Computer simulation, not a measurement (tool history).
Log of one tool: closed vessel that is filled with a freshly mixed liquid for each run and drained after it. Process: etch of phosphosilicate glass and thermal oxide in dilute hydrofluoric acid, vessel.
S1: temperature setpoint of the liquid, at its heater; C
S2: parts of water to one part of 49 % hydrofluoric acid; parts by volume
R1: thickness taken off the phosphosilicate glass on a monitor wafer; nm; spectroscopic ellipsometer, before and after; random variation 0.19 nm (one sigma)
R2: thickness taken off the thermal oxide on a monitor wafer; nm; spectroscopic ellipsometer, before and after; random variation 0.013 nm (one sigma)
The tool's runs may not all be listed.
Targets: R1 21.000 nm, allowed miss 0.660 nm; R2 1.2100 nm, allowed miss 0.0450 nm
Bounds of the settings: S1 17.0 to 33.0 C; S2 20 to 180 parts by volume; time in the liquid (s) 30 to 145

run 1 hour=0.0 | S1=25.0 S2=100 time_in_the_liquid_(s)=75 | R1=60.061 R2=3.4622
run 2 hour=4.0 | S1=22.5 S2=125 time_in_the_liquid_(s)=75 | R1=42.138 R2=2.4199
run 3 hour=12.7 | S1=22.5 S2=100 time_in_the_liquid_(s)=75 | R1=52.509 R2=3.0805
run 4 hour=15.4 | S1=20.5 S2=125 time_in_the_liquid_(s)=75 | R1=38.778 R2=2.2048
run 5 hour=22.0 | S1=19.5 S2=140 time_in_the_liquid_(s)=75 | R1=32.665 R2=1.8462
run 6 hour=25.5 | S1=19.0 S2=150 time_in_the_liquid_(s)=75 | R1=29.684 R2=1.6901
run 7 hour=31.7 | S1=18.5 S2=160 time_in_the_liquid_(s)=75 | R1=26.852 R2=1.5575
run 8 hour=39.6 | S1=18.0 S2=165 time_in_the_liquid_(s)=75 | R1=25.324 R2=1.4435
run 9 hour=44.5 | S1=18.0 S2=170 time_in_the_liquid_(s)=75 | R1=24.210 R2=1.4076
run 10 hour=46.6 | S1=17.5 S2=175 time_in_the_liquid_(s)=75 | R1=23.025 R2=1.3007
run 11 hour=50.8 | S1=17.5 S2=180 time_in_the_liquid_(s)=75 | R1=22.181 R2=1.3146

4 next moves are on the table. One of them brings every result within its allowed miss. Which?
run A hour=55.0 | S1=17.0 S2=175 time_in_the_liquid_(s)=65 | R1=? R2=?
run B hour=55.0 | S1=18.5 S2=165 time_in_the_liquid_(s)=65 | R1=? R2=?
run C hour=55.0 | S1=17.0 S2=155 time_in_the_liquid_(s)=65 | R1=? R2=?
run D hour=55.0 | S1=17.0 S2=165 time_in_the_liquid_(s)=65 | R1=? R2=?

move=A R1=19.659 R2=1.1309
move=B R1=22.362 R2=1.2864
move=C R1=22.622 R2=1.3014
move=D R1=21.048 R2=1.2109
A: takes the result that was furthest off past its target
B: nearer than the last run, and not there yet
C: further off than the last run
D: meets every target
Move D is the one to make.
